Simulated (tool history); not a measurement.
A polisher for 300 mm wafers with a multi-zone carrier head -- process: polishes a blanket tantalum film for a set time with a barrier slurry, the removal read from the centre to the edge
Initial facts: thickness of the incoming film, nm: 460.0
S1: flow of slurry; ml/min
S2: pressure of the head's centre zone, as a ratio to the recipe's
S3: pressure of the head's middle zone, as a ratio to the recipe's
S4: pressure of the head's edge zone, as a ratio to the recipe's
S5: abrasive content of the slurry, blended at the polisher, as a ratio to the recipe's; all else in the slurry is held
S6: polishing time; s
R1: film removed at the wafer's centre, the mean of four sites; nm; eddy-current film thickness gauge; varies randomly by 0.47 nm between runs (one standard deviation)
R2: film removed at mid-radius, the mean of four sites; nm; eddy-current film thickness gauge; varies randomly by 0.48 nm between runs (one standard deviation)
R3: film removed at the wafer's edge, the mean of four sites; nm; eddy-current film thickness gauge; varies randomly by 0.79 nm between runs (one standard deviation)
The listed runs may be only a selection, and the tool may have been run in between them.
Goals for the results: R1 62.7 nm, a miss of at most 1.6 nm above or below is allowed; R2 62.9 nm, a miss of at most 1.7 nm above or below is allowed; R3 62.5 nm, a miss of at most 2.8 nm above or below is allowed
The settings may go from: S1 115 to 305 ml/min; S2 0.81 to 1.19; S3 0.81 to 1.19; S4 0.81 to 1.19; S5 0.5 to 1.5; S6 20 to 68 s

run  hour   S1    S2    S3    S4    S5  S6      R1      R2      R3
  1     0  195     1     1     1     1  44  84.582   86.42  85.331
  2     7  195     1     1  1.06     1  44  83.995  85.325    84.7
  3   8.3  195     1     1  1.14     1  44  84.905  86.423   89.87
  4  11.6  195     1     1  1.09     1  44  84.318  85.114   91.29
  5  12.4  180     1     1  1.09     1  44  84.051  83.554  88.789
  6  17.4  190  0.99  0.97  1.05   0.9  43  78.959  78.793  83.017
  7  24.4  195  0.99  0.96  1.02  0.85  42   75.75  75.511  77.021
  8  26.7  195  0.98  0.94  0.99   0.8  42  75.358  73.985  76.479
  9    30  195  0.97  0.93  0.97  0.75  42   72.01  71.584  73.824
 10  33.3  190  0.97  0.92  0.95   0.7  42  69.186  69.078  69.967
 11    38  180  0.97  0.92  0.94   0.7  42  69.606  68.493  70.429
 12  43.9  180  0.97  0.92  0.94   0.7  42  69.272  68.507  70.277
 13  46.8  170  0.97  0.92  0.92   0.7  42  67.842  68.192  67.607
 14  54.1  160  0.97  0.91  0.92   0.7  42  67.857  65.638  66.931
 15  60.4  155  0.96  0.91  0.91   0.7  42  65.815  66.086  67.807
 16  68.5  150  0.96  0.91   0.9   0.7  42  65.536  65.647  65.257
 17    76  145  0.96  0.91   0.9   0.7  42   66.17   64.63  67.554
 18  79.5  145  0.96  0.91   0.9   0.7  42  64.656  64.626  66.592
 19  81.2  140  0.96  0.91  0.89   0.7  42  64.795  63.637  66.327
 20  88.6  140  0.96  0.91  0.88   0.7  42  64.473  64.764  64.065

Of the 4 settings listed for the next run, only one would bring every result within its allowed miss of target. Which one?
  A    96  145  0.98  0.95  0.93   0.8  38   ?   ?   ?
  B    96  130  0.95  0.89  0.81  0.75  44   ?   ?   ?
  C    96  140   0.9  0.93  0.83   0.8  42   ?   ?   ?
  D    96  120  0.92  0.88  0.87   0.9  42   ?   ?   ?

move      R1      R2      R3
   A  63.122  63.776  63.468
   B  67.208  67.548  66.339
   C  63.419  69.009  66.239
   D   64.17  66.366  68.213
A: each result inside its tolerance
B: misses by more than the last run did
C: the worst result of the last run now meets its target, but another is out of spec
D: the worst result of the last run now meets its target, but another is out of spec
So the answer is move A, the one that meets all the targets.

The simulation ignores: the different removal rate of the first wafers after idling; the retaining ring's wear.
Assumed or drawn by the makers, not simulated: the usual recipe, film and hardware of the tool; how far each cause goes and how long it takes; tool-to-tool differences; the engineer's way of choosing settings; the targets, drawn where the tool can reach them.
